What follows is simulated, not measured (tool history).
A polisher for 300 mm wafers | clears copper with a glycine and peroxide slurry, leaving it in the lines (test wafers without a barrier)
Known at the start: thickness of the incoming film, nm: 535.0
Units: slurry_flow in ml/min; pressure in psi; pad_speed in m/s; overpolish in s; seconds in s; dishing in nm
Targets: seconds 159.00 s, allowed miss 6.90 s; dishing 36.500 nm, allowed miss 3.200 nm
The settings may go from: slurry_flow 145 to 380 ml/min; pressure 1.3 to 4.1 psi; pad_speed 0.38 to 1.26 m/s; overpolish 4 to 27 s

run,hour,slurry_flow,pressure,pad_speed,overpolish,seconds,dishing
1,0.0,245,2.7,0.82,14,126.92,31.173
2,1.6,245,2.6,0.82,15,126.08,33.002
3,10.1,245,2.5,0.82,16,130.65,35.287
4,16.0,245,2.5,0.74,16,139.08,33.673
5,23.9,245,2.9,0.74,16,130.94,33.019
6,27.4,245,3.4,0.74,16,124.20,36.770
7,34.0,245,3.2,0.72,17,130.59,37.728
8,36.1,245,2.5,0.68,19,150.67,35.604

Which of these 4 next moves meets every target?
A,38.2,235,3.3,0.68,17,?,?
B,38.2,170,3.1,0.60,20,?,?
C,38.2,195,2.9,0.78,19,?,?
D,38.2,210,2.7,0.70,20,?,?

move,seconds,dishing
A,130.62,37.770
B,155.72,37.614
C,128.39,41.301
D,142.80,39.873
A: further off than the last run
B: meets every target
C: further off than the last run
D: further off than the last run
Move B is the one to make.
